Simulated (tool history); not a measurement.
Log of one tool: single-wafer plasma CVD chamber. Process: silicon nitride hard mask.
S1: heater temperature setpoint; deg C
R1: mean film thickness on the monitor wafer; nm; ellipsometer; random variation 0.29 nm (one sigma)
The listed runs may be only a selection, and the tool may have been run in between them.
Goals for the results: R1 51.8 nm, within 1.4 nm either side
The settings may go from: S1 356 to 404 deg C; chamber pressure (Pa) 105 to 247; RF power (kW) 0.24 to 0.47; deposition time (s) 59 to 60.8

Run 1, hour 0: S1 380 deg C, chamber pressure (Pa) 176, RF power (kW) 0.355, deposition time (s) 59. Result: R1 72.549 nm.
Run 2, hour 2.4: S1 381 deg C, chamber pressure (Pa) 163, RF power (kW) 0.33, deposition time (s) 59. Result: R1 67.479 nm.
Run 3, hour 10.2: S1 381 deg C, chamber pressure (Pa) 163, RF power (kW) 0.33, deposition time (s) 59. Result: R1 66.858 nm.
Run 4, hour 18: S1 381 deg C, chamber pressure (Pa) 153, RF power (kW) 0.315, deposition time (s) 59. Result: R1 63.452 nm.
Run 5, hour 26.2: S1 381 deg C, chamber pressure (Pa) 153, RF power (kW) 0.275, deposition time (s) 59. Result: R1 57.438 nm.
Run 6, hour 33.9: S1 381 deg C, chamber pressure (Pa) 147, RF power (kW) 0.27, deposition time (s) 59. Result: R1 54.966 nm.
Run 7, hour 37: S1 381 deg C, chamber pressure (Pa) 143, RF power (kW) 0.27, deposition time (s) 59. Result: R1 54.773 nm.
Run 8, hour 43: S1 381 deg C, chamber pressure (Pa) 120, RF power (kW) 0.255, deposition time (s) 59. Result: R1 48.428 nm.
At hour 46.9: thermocouple changed; heater temperature recalibrated.
Run 9, hour 46.9: S1 381 deg C, chamber pressure (Pa) 123, RF power (kW) 0.255, deposition time (s) 59. Result: R1 48.998 nm.
Run 10, hour 55.1: S1 381 deg C, chamber pressure (Pa) 125, RF power (kW) 0.255, deposition time (s) 59. Result: R1 48.82 nm.
Run 11, hour 61.1: S1 381 deg C, chamber pressure (Pa) 128, RF power (kW) 0.255, deposition time (s) 59. Result: R1 49.823 nm.
Run 12, hour 68.4: S1 381 deg C, chamber pressure (Pa) 129, RF power (kW) 0.255, deposition time (s) 59. Result: R1 49.688 nm.

Of the 5 settings listed for the next run, only one would bring every result within its allowed miss of target. Which one?
Run A, hour 75.7: S1 378 deg C, chamber pressure (Pa) 128, RF power (kW) 0.245, deposition time (s) 59. Result: R1 ?.
Run B, hour 75.7: S1 379 deg C, chamber pressure (Pa) 131, RF power (kW) 0.24, deposition time (s) 59. Result: R1 ?.
Run C, hour 75.7: S1 382 deg C, chamber pressure (Pa) 136, RF power (kW) 0.24, deposition time (s) 59.6. Result: R1 ?.
Run D, hour 75.7: S1 378 deg C, chamber pressure (Pa) 137, RF power (kW) 0.245, deposition time (s) 60.8. Result: R1 ?.
Run E, hour 75.7: S1 375 deg C, chamber pressure (Pa) 132, RF power (kW) 0.245, deposition time (s) 59.2. Result: R1 ?.

move      R1
   A  48.339
   B  47.862
   C  49.044
   D  51.256
   E  49.208
A: misses by more than the last run did
B: misses by more than the last run did
C: misses by more than the last run did
D: each result inside its tolerance
E: misses by more than the last run did
Answer: D
